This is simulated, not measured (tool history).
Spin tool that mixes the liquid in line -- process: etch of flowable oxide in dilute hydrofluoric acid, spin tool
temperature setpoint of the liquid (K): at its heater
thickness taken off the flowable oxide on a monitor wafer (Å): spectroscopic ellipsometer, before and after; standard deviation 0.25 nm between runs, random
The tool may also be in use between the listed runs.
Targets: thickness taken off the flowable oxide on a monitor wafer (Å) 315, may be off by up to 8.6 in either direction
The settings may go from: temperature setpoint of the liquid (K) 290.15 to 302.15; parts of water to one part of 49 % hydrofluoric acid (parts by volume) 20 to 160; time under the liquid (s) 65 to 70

run,day,temperature setpoint of the liquid (K),parts of water to one part of 49 % hydrofluoric acid (parts by volume),time under the liquid (s),thickness taken off the flowable oxide on a monitor wafer (Å)
1,0,294.15,90,65,191.72
2,0.096,292.65,90,65,176.03
3,0.125,292.65,110,65,141.11
4,0.467,292.65,110,65,142.63
5,0.608,292.65,110,70,150.84
6,0.908,290.15,110,70,137.72
7,1.021,294.15,75,70,245.97
8,1.2,295.65,75,70,264.95
9,1.55,296.65,75,70,273.93
10,1.833,297.65,75,70,287.46
11,2.017,298.15,75,70,290.57
12,2.046,298.65,75,70,294.12
13,2.162,299.15,75,70,304.64

Which single option among these 4 for the next run brings every result within its allowed miss of target? Just one does.
A,2.279,302.15,85,70,?
B,2.279,298.15,65,65,?
C,2.279,298.65,70,65,?
D,2.279,297.65,75,70,?

move,thickness taken off the flowable oxide on a monitor wafer (Å)
A,297.33
B,317.06
C,298.4
D,286.25
A: moves away from the targets compared with the last run
B: all results land within tolerance of their targets
C: moves away from the targets compared with the last run
D: moves away from the targets compared with the last run
The move that meets every target is B.
